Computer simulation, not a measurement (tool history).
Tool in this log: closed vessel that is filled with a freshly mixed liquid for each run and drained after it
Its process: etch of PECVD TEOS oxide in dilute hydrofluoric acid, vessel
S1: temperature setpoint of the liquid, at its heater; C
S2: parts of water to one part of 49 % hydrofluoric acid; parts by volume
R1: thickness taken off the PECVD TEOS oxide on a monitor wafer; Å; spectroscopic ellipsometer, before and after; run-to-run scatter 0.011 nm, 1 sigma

Run 1, hour 0: S1 21 C, S2 200 parts by volume, time in the liquid (s) 35. Result: R1 21.555 Å.
Run 2, hour 8.1: S1 20 C, S2 205 parts by volume, time in the liquid (s) 35. Result: R1 20.069 Å.
Run 3, hour 11.8: S1 20 C, S2 145 parts by volume, time in the liquid (s) 35. Result: R1 30.503 Å.
Run 4, hour 14.8: S1 17 C, S2 145 parts by volume, time in the liquid (s) 35. Result: R1 26.865 Å.
Run 5, hour 22.9: S1 17 C, S2 160 parts by volume, time in the liquid (s) 35. Result: R1 24.13 Å.
Run 6, hour 28: S1 17 C, S2 90 parts by volume, time in the liquid (s) 35. Result: R1 46.645 Å.
Run 7, hour 36.5: S1 17 C, S2 115 parts by volume, time in the liquid (s) 35. Result: R1 34.705 Å.

Run 8 has not been measured yet. What should we expect?
Run 8, hour 43: S1 17 C, S2 135 parts by volume, time in the liquid (s) 35. Result: R1 ?.

R1: 29.048 Å

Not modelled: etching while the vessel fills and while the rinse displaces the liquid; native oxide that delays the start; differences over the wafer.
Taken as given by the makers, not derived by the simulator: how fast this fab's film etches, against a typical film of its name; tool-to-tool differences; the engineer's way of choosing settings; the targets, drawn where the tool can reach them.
